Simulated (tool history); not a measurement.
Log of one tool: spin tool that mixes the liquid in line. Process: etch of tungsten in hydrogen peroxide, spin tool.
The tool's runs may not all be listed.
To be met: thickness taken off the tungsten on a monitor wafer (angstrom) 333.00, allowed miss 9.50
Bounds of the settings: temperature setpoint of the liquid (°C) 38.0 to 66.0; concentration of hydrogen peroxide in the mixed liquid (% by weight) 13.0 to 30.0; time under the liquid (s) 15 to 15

| run | hour | temperature setpoint of the liquid (°C) | concentration of hydrogen peroxide in the mixed liquid (% by weight) | time under the liquid (s) | thickness taken off the tungsten on a monitor wafer (angstrom) |
|---|---|---|---|---|---|
| 1 | 0.0 | 54.0 | 24.0 | 15 | 519.56 |
| 2 | 8.9 | 54.0 | 24.0 | 15 | 523.39 |
| 3 | 11.0 | 52.0 | 24.0 | 15 | 459.19 |
| 4 | 13.7 | 50.5 | 24.0 | 15 | 419.92 |
| 5 | 21.0 | 49.5 | 24.0 | 15 | 396.16 |
|  | 23.6 | new drum of peroxide connected |
| 6 | 23.6 | 48.5 | 24.0 | 15 | 385.16 |
| 7 | 30.6 | 48.0 | 24.0 | 15 | 377.08 |
| 8 | 39.0 | 48.0 | 24.0 | 15 | 374.31 |
| 9 | 43.3 | 47.5 | 24.0 | 15 | 362.43 |
| 10 | 44.6 | 47.0 | 24.0 | 15 | 351.78 |

4 next moves are on the table. One of them brings every result within its allowed miss. Which?
| A | 45.9 | 45.0 | 25.0 | 15 | ? |
| B | 45.9 | 48.0 | 18.5 | 15 | ? |
| C | 45.9 | 46.0 | 20.0 | 15 | ? |
| D | 45.9 | 49.0 | 19.0 | 15 | ? |

| move | thickness taken off the tungsten on a monitor wafer (angstrom) |
|---|---|
| A | 318.71 |
| B | 330.67 |
| C | 303.56 |
| D | 356.44 |
A: takes the result that was furthest off past its target
B: meets every target
C: takes the result that was furthest off past its target
D: further off than the last run
Answer: B
